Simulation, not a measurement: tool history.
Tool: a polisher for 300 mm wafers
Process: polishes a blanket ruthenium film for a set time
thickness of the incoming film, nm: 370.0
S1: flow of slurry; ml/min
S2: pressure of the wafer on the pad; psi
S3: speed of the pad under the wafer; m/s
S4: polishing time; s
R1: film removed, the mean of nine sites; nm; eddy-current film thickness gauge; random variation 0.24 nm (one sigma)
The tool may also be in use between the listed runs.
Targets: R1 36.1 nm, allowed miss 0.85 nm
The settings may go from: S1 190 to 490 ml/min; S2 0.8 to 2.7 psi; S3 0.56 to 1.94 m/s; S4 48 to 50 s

| run | day | S1 | S2 | S3 | S4 | R1 |
|---|---|---|---|---|---|---|
| 1 | 0 | 315 | 1.7 | 1.24 | 48 | 54.399 |
| 2 | 0.158 | 285 | 1.7 | 1.24 | 48 | 53.527 |
| 3 | 0.321 | 285 | 1.7 | 0.98 | 48 | 45.216 |
| 4 | 0.517 | 285 | 1.6 | 0.98 | 48 | 43.388 |
| 5 | 0.717 | 285 | 1.6 | 1.22 | 48 | 51.083 |
| 6 | 0.946 | 285 | 1.4 | 1.22 | 48 | 45.196 |
| 7 | 1.317 | 285 | 1.3 | 1.22 | 48 | 42.512 |
| 8 | 1.679 | 285 | 1.3 | 1.22 | 48 | 42.696 |
| 9 | 1.908 | 285 | 1.2 | 1.22 | 48 | 40.319 |
| 10 | 2 | 285 | 1.1 | 1.22 | 48 | 37.221 |

Which of these 5 next moves meets every target?
| A | 2.092 | 300 | 0.8 | 1.6 | 48 | ? |
| B | 2.092 | 200 | 0.9 | 1.52 | 50 | ? |
| C | 2.092 | 245 | 1.2 | 1.16 | 48 | ? |
| D | 2.092 | 375 | 1.2 | 1.16 | 48 | ? |
| E | 2.092 | 235 | 1 | 1.16 | 50 | ? |

| move | R1 |
|---|---|
| A | 36.382 |
| B | 38.253 |
| C | 38.035 |
| D | 39.357 |
| E | 34.092 |
A: meets every target
B: further off than the last run
C: further off than the last run
D: further off than the last run
E: takes the result that was furthest off past its target
Answer: A
